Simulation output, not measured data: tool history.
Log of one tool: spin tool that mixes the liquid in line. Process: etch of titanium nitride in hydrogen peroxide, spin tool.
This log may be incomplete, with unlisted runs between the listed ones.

run	day	temperature setpoint of the liquid (°C)	concentration of hydrogen peroxide in the mixed liquid (% by weight)	time under the liquid (s)	thickness taken off the titanium nitride on a monitor wafer (angstrom)
1	0	54	18	305	109.56
2	0.05	54	18	305	108.59
3	0.288	53	18	305	100.26
4	0.396	52.5	18	305	97.016
5	0.546	52	18	305	94.504
6	0.588	51.5	18	305	89.937
7	0.708	51	18	305	86.784
8	0.971	50.5	18	305	84.5
9	1.029	50	18	305	81.499
10	1.308	49.5	18	305	77.323

Run 11, settings as shown, results not yet in. Your forecast:
11	1.588	48.5	18	305	?

Run 11 produced thickness taken off the titanium nitride on a monitor wafer (angstrom) 73.489.
